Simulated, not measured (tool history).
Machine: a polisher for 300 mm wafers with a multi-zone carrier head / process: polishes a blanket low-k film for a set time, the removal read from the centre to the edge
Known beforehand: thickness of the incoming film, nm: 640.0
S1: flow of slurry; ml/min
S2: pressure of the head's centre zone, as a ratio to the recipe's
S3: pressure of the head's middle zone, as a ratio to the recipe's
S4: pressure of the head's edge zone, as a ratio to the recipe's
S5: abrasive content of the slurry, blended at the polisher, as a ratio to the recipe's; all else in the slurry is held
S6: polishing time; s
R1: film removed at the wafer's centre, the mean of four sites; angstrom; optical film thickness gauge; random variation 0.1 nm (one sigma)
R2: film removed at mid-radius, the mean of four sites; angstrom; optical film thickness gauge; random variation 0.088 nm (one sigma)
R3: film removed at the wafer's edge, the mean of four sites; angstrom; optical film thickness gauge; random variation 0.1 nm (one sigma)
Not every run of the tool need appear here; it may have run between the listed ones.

run 1 day=0 | S1=175 S2=1 S3=1 S4=1 S5=1 S6=66 | R1=179.77 R2=178.39 R3=180.09
run 2 day=0.246 | S1=175 S2=1 S3=1 S4=0.96 S5=1 S6=66 | R1=182.92 R2=179.87 R3=177.83
run 3 day=0.546 | S1=175 S2=1 S3=0.92 S4=0.96 S5=1 S6=66 | R1=177.44 R2=165.1 R3=173.9
run 4 day=0.642 | S1=175 S2=0.94 S3=0.92 S4=0.96 S5=1 S6=66 | R1=174.64 R2=167.85 R3=174.81
run 5 day=0.988 | S1=175 S2=0.94 S3=0.92 S4=0.91 S5=1 S6=66 | R1=173.86 R2=167.45 R3=168.81
run 6 day=1.121 | S1=175 S2=0.94 S3=0.92 S4=0.85 S5=1 S6=66 | R1=169.41 R2=169.01 R3=167.11
run 7 day=1.183 | S1=165 S2=0.91 S3=0.92 S4=0.84 S5=0.9 S6=63 | R1=150.44 R2=152.16 R3=150.17
run 8 day=1.288 | S1=160 S2=0.89 S3=0.93 S4=0.83 S5=0.8 S6=61 | R1=131.59 R2=137.77 R3=134.74
run 9 day=1.533 | S1=155 S2=0.88 S3=0.94 S4=0.83 S5=0.75 S6=60 | R1=123.58 R2=131.63 R3=128.86
run 10 day=1.779 | S1=155 S2=0.88 S3=0.95 S4=0.83 S5=0.7 S6=59 | R1=116.22 R2=124.45 R3=117.85

Run 11 is up next; what results do you expect?
run 11 day=1.95 | S1=155 S2=0.88 S3=0.95 S4=0.83 S5=0.7 S6=59 | R1=? R2=? R3=?

{"run 11": {"R1": 116.77, "R2": 123.75, "R3": 119.13}}
